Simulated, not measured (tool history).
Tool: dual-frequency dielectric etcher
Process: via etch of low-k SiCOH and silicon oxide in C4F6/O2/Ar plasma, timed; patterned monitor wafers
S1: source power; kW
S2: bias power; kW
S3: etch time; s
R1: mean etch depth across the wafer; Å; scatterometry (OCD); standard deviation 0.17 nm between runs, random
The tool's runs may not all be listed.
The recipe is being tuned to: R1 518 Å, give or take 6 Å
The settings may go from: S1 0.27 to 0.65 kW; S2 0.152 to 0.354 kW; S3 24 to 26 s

| run | hour | S1 | S2 | S3 | R1 |
|---|---|---|---|---|---|
| 1 | 0 | 0.46 | 0.253 | 26 | 759.75 |
| 2 | 8.7 | 0.54 | 0.253 | 26 | 826.72 |
| 3 | 14.4 | 0.46 | 0.221 | 25.5 | 717.29 |
| 4 | 18 | 0.46 | 0.182 | 25.5 | 677.64 |
| 5 | 25.8 | 0.46 | 0.199 | 25.5 | 691.64 |
| 6 | 34.5 | 0.4 | 0.184 | 25 | 606.8 |
| 7 | 41.6 | 0.37 | 0.183 | 25 | 573.06 |
| 8 | 48.2 | 0.35 | 0.183 | 25 | 551.27 |
| 9 | 53.8 | 0.29 | 0.181 | 25 | 469.57 |
| 10 | 55.9 | 0.3 | 0.181 | 25 | 480.84 |
| 11 | 58.4 | 0.31 | 0.181 | 25 | 497.55 |
| 12 | 62.1 | 0.32 | 0.181 | 25 | 511.71 |
| 13 | 63.3 | 0.33 | 0.181 | 25 | 526.31 |
| 14 | 64 | 0.31 | 0.18 | 25 | 494.23 |
| 15 | 68.3 | 0.32 | 0.18 | 25 | 509.11 |

5 next moves are on the table. One of them brings every result within its allowed miss. Which?
| A | 72.6 | 0.29 | 0.202 | 26 | ? |
| B | 72.6 | 0.31 | 0.16 | 26 | ? |
| C | 72.6 | 0.33 | 0.187 | 24.5 | ? |
| D | 72.6 | 0.32 | 0.162 | 25.5 | ? |
| E | 72.6 | 0.28 | 0.247 | 25.5 | ? |

| move | R1 |
|---|---|
| A | 503.26 |
| B | 500.31 |
| C | 518.69 |
| D | 505.87 |
| E | 507.4 |
A: lands further from the targets than the last run did
B: lands further from the targets than the last run did
C: hits every target within its allowed miss
D: lands further from the targets than the last run did
E: lands further from the targets than the last run did
The right move is C.
